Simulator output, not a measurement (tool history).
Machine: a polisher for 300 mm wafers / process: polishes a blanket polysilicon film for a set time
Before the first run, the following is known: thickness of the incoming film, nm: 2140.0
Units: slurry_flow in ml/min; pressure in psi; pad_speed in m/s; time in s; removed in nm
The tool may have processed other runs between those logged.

| run | hour | slurry_flow | pressure | pad_speed | time | removed |
|---|---|---|---|---|---|---|
| 1 | 0.0 | 280 | 2.0 | 0.98 | 41 | 237.31 |
| 2 | 0.7 | 335 | 2.0 | 0.98 | 41 | 244.94 |
| 3 | 5.6 | 335 | 2.0 | 0.88 | 41 | 220.45 |
| 4 | 8.8 | 335 | 2.0 | 0.88 | 43 | 229.58 |
| 5 | 15.7 | 340 | 2.1 | 0.88 | 43 | 241.93 |
| 6 | 21.5 | 340 | 2.1 | 0.74 | 43 | 203.98 |
| 7 | 30.4 | 345 | 2.3 | 0.74 | 43 | 223.75 |
| 8 | 33.4 | 350 | 2.4 | 0.74 | 43 | 232.78 |
| 9 | 36.0 | 350 | 2.5 | 0.74 | 43 | 242.08 |
| 10 | 44.8 | 350 | 2.6 | 0.74 | 43 | 250.77 |
| 11 | 50.0 | 350 | 2.7 | 0.74 | 43 | 260.93 |

Estimate the outcome of run 12 from the log above:
| 12 | 52.7 | 350 | 2.8 | 0.74 | 43 | ? |

removed: 267.28 nm
